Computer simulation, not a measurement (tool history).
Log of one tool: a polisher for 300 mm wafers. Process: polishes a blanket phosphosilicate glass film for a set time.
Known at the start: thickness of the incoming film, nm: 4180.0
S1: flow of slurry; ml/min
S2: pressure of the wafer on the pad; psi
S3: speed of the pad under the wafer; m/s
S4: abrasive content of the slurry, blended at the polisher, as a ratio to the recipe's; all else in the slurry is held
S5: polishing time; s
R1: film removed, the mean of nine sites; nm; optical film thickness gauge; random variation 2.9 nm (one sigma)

Run 1, hour 0: S1 290 ml/min, S2 2 psi, S3 0.94 m/s, S4 1, S5 107 s. Result: R1 528.13 nm.
Run 2, hour 1.6: S1 290 ml/min, S2 2.4 psi, S3 0.94 m/s, S4 1, S5 107 s. Result: R1 607.22 nm.
Run 3, hour 3.1: S1 290 ml/min, S2 2.4 psi, S3 0.78 m/s, S4 1, S5 107 s. Result: R1 557.92 nm.
Run 4, hour 8.2: S1 325 ml/min, S2 2.4 psi, S3 0.78 m/s, S4 1, S5 107 s. Result: R1 561.39 nm.
Run 5, hour 14.6: S1 325 ml/min, S2 2.3 psi, S3 0.78 m/s, S4 1, S5 107 s. Result: R1 539.99 nm.
Run 6, hour 23.6: S1 325 ml/min, S2 2.3 psi, S3 0.68 m/s, S4 1, S5 107 s. Result: R1 512.6 nm.

The next listed run, before its measurement:
Run 7, hour 31.8: S1 315 ml/min, S2 2.1 psi, S3 0.68 m/s, S4 1, S5 107 s. Result: R1 ?.

{"run 7": {"R1": 480.53}}
